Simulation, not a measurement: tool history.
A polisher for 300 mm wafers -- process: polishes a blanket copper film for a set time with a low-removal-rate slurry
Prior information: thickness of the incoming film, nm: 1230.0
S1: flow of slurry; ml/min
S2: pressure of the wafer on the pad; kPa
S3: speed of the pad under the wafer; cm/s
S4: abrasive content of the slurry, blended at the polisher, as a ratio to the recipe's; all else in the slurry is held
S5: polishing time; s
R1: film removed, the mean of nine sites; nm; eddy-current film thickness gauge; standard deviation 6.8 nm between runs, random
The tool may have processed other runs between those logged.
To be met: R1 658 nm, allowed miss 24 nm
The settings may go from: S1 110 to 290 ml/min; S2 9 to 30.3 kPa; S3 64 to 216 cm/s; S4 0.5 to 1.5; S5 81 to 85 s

{"run": 1, "hour": 0.0, "S1": 185, "S2": 19.3, "S3": 140, "S4": 1, "S5": 81, "R1": 333.68}
{"run": 2, "hour": 7.3, "S1": 185, "S2": 21.4, "S3": 142, "S4": 1, "S5": 81, "R1": 386.56}
{"run": 3, "hour": 8.3, "S1": 185, "S2": 23.4, "S3": 142, "S4": 1, "S5": 81, "R1": 413.92}
{"run": 4, "hour": 13.1, "S1": 185, "S2": 24.8, "S3": 146, "S4": 1, "S5": 81, "R1": 452.92}
{"run": 5, "hour": 14.6, "S1": 185, "S2": 26.2, "S3": 150, "S4": 1, "S5": 81, "R1": 487.92}
{"run": 6, "hour": 16.9, "S1": 185, "S2": 26.9, "S3": 154, "S4": 1, "S5": 81, "R1": 508.19}
{"run": 7, "hour": 19.8, "S1": 185, "S2": 27.6, "S3": 158, "S4": 1, "S5": 81, "R1": 545.7}
{"hour": 22.3, "done": "slurry nozzle cleaned"}
{"run": 8, "hour": 22.3, "S1": 185, "S2": 28.3, "S3": 160, "S4": 1, "S5": 81, "R1": 598.93}
{"run": 9, "hour": 31.3, "S1": 185, "S2": 29, "S3": 160, "S4": 1, "S5": 81, "R1": 613.77}
{"run": 10, "hour": 34.3, "S1": 190, "S2": 29.6, "S3": 160, "S4": 1, "S5": 81, "R1": 631.7}
{"run": 11, "hour": 39.1, "S1": 190, "S2": 29.6, "S3": 160, "S4": 1, "S5": 81, "R1": 625.43}

Exactly one of the 5 candidate moves below puts every result within its allowed miss. Which one?
{"run": "A", "hour": 43.9, "S1": 110, "S2": 29.6, "S3": 170, "S4": 1.05, "S5": 81, "R1": "?"}
{"run": "B", "hour": 43.9, "S1": 235, "S2": 27.6, "S3": 150, "S4": 1.05, "S5": 82, "R1": "?"}
{"run": "C", "hour": 43.9, "S1": 170, "S2": 29, "S3": 162, "S4": 1.05, "S5": 85, "R1": "?"}
{"run": "D", "hour": 43.9, "S1": 170, "S2": 26.2, "S3": 160, "S4": 1.25, "S5": 85, "R1": "?"}
{"run": "E", "hour": 43.9, "S1": 245, "S2": 29.6, "S3": 178, "S4": 0.75, "S5": 85, "R1": "?"}

move=A R1=603.54
move=B R1=582.79
move=C R1=651.56
move=D R1=604.66
move=E R1=721.41
A: the biggest miss grows against the last run
B: the biggest miss grows against the last run
C: hits every target within its allowed miss
D: the biggest miss grows against the last run
E: the result that was furthest off in the last run now lies on the other side of its target
Correct choice: C, which meets every target

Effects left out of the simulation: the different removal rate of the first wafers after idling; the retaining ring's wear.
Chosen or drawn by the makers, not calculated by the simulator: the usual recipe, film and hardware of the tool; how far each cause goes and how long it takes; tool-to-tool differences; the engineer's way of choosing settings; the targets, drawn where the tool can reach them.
